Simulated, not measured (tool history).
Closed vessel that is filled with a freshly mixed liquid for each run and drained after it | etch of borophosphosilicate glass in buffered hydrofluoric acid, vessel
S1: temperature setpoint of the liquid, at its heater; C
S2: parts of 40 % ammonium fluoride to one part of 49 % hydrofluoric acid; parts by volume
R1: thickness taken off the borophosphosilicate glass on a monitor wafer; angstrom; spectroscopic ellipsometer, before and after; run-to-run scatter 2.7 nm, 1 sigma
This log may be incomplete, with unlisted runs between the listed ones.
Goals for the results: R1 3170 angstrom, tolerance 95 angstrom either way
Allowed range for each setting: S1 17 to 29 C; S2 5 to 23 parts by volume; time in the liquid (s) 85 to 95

run 1 hour=0 | S1=21 S2=14 time_in_the_liquid_(s)=85 | R1=1182.9
run 2 hour=7.4 | S1=21 S2=14 time_in_the_liquid_(s)=85 | R1=1182
run 3 hour=11.2 | S1=19.5 S2=14 time_in_the_liquid_(s)=85 | R1=1109.1
run 4 hour=13 | S1=19.5 S2=17.5 time_in_the_liquid_(s)=85 | R1=870.76
run 5 hour=20.2 | S1=18 S2=17.5 time_in_the_liquid_(s)=85 | R1=802.37
-- hour=29.1 thermometer replaced
run 6 hour=29.1 | S1=21 S2=14 time_in_the_liquid_(s)=85 | R1=1335
run 7 hour=36.7 | S1=23.5 S2=13.5 time_in_the_liquid_(s)=85 | R1=1598.1
run 8 hour=39.5 | S1=25 S2=12.5 time_in_the_liquid_(s)=85 | R1=1877.9
run 9 hour=47 | S1=26 S2=11.5 time_in_the_liquid_(s)=85 | R1=2109
run 10 hour=54.4 | S1=27 S2=10.5 time_in_the_liquid_(s)=85 | R1=2441.9
run 11 hour=56 | S1=27.5 S2=10 time_in_the_liquid_(s)=85 | R1=2645
run 12 hour=57.9 | S1=28 S2=9.5 time_in_the_liquid_(s)=85 | R1=2763
run 13 hour=62.5 | S1=28.5 S2=9 time_in_the_liquid_(s)=85 | R1=2979.9

4 candidate next runs follow, results not yet known. Just one meets every target within its allowed miss. Identify it.
run A hour=67.1 | S1=25 S2=8 time_in_the_liquid_(s)=85 | R1=?
run B hour=67.1 | S1=27 S2=9 time_in_the_liquid_(s)=90 | R1=?
run C hour=67.1 | S1=29 S2=9.5 time_in_the_liquid_(s)=90 | R1=?
run D hour=67.1 | S1=27.5 S2=8.5 time_in_the_liquid_(s)=85 | R1=?

move=A R1=2792.3
move=B R1=2890.6
move=C R1=3102.5
move=D R1=2983.9
A: moves away from the targets compared with the last run
B: moves away from the targets compared with the last run
C: all results in spec
D: as far off as the last run
C meets every target.

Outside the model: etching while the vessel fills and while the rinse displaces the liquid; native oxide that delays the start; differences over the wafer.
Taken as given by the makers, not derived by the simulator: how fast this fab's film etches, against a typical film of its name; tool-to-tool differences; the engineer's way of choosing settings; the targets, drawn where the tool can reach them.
